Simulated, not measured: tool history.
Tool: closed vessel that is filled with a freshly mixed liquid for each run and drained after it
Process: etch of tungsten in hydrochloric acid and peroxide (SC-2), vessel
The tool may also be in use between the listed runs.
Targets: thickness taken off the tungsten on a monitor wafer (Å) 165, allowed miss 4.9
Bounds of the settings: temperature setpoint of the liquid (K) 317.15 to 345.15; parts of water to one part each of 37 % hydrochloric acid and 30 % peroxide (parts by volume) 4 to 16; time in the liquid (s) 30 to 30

run	hour	temperature setpoint of the liquid (K)	parts of water to one part each of 37 % hydrochloric acid and 30 % peroxide (parts by volume)	time in the liquid (s)	thickness taken off the tungsten on a monitor wafer (Å)
1	0	333.15	9	30	110.79
2	4.5	330.65	9	30	92.897
3	5.8	330.65	7.5	30	107.1
4	12.4	332.15	7.5	30	117.16
5	19.1	333.65	7.5	30	130.33
6	24.2	334.65	7.5	30	137.35
7	31.7	335.15	7.5	30	141.18
8	37.6	338.15	7.5	30	174.69

Which of these 5 next moves meets every target?
A	43.5	342.15	9.5	30	?
B	43.5	335.65	6.5	30	?
C	43.5	340.15	8	30	?
D	43.5	333.15	6	30	?
E	43.5	333.65	5	30	?

move	thickness taken off the tungsten on a monitor wafer (Å)
A	181.7
B	165.76
C	185.39
D	150.73
E	177.75
A: further off than the last run
B: meets every target
C: further off than the last run
D: takes the result that was furthest off past its target
E: further off than the last run
The right move is B.

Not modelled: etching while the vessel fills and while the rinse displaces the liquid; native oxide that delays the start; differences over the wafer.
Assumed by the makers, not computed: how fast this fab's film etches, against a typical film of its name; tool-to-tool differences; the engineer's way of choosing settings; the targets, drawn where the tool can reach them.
